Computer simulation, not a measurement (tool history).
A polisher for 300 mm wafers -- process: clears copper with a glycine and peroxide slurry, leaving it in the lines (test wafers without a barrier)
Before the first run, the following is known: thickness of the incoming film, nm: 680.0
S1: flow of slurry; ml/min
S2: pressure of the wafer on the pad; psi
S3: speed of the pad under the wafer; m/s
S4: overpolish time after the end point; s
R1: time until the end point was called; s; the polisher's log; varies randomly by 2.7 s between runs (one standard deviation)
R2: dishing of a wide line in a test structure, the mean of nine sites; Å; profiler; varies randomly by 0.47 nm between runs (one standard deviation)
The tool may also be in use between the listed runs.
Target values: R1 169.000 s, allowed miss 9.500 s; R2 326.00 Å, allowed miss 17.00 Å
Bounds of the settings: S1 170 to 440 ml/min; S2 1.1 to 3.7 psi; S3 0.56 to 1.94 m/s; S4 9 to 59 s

run 1 hour=0.0 | S1=280 S2=2.4 S3=1.24 S4=30 | R1=98.385 R2=305.17
run 2 hour=6.5 | S1=280 S2=2.4 S3=1.24 S4=23 | R1=100.060 R2=305.97
run 3 hour=10.2 | S1=280 S2=2.6 S3=1.24 S4=23 | R1=90.352 R2=308.25
run 4 hour=13.4 | S1=285 S2=2.4 S3=1.14 S4=22 | R1=108.180 R2=311.83
run 5 hour=21.9 | S1=290 S2=2.3 S3=1.10 S4=21 | R1=112.170 R2=316.21
run 6 hour=23.9 | S1=290 S2=2.3 S3=1.10 S4=16 | R1=114.370 R2=301.94
run 7 hour=27.8 | S1=290 S2=2.1 S3=1.06 S4=20 | R1=130.020 R2=298.70
run 8 hour=31.9 | S1=295 S2=2.1 S3=0.96 S4=22 | R1=137.390 R2=308.80
run 9 hour=32.4 | S1=300 S2=2.1 S3=0.90 S4=25 | R1=146.800 R2=315.14
run 10 hour=39.9 | S1=305 S2=2.1 S3=0.88 S4=27 | R1=145.280 R2=325.55

Which of these 4 next moves meets every target?
run A hour=47.4 | S1=335 S2=2.0 S3=0.74 S4=25 | R1=? R2=?
run B hour=47.4 | S1=325 S2=2.2 S3=0.88 S4=27 | R1=? R2=?
run C hour=47.4 | S1=400 S2=2.1 S3=1.20 S4=30 | R1=? R2=?
run D hour=47.4 | S1=250 S2=2.2 S3=0.86 S4=18 | R1=? R2=?

move=A R1=168.980 R2=314.79
move=B R1=138.870 R2=315.67
move=C R1=110.960 R2=308.25
move=D R1=145.270 R2=288.05
A: all results land within tolerance of their targets
B: moves away from the targets compared with the last run
C: moves away from the targets compared with the last run
D: as far off as the last run
Go with A: it meets all targets.

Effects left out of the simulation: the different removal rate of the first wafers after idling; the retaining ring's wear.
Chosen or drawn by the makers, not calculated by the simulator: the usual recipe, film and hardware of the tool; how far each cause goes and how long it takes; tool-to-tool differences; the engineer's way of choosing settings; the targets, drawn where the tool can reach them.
